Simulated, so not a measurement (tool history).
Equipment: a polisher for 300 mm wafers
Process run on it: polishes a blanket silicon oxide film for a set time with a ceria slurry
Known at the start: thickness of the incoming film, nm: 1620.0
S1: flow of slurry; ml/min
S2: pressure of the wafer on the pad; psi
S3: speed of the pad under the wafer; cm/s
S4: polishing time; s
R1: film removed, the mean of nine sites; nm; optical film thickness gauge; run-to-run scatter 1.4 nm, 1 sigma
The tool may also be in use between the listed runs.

run	day	S1	S2	S3	S4	R1
1	0.000	250	3.2	90	62	234.64
2	0.300	250	3.2	80	62	204.31
3	0.333	250	2.4	80	62	156.26
4	0.425	250	2.0	80	62	133.48
5	0.662	250	2.0	80	65	141.06
6	0.979	250	2.0	80	62	130.37
7	1.142	250	1.9	80	62	126.34
8	1.383	250	1.8	80	62	122.75

Run 9, settings as shown, results not yet in. Your forecast:
9	1.721	250	1.7	80	62	?

R1: 109.84 nm

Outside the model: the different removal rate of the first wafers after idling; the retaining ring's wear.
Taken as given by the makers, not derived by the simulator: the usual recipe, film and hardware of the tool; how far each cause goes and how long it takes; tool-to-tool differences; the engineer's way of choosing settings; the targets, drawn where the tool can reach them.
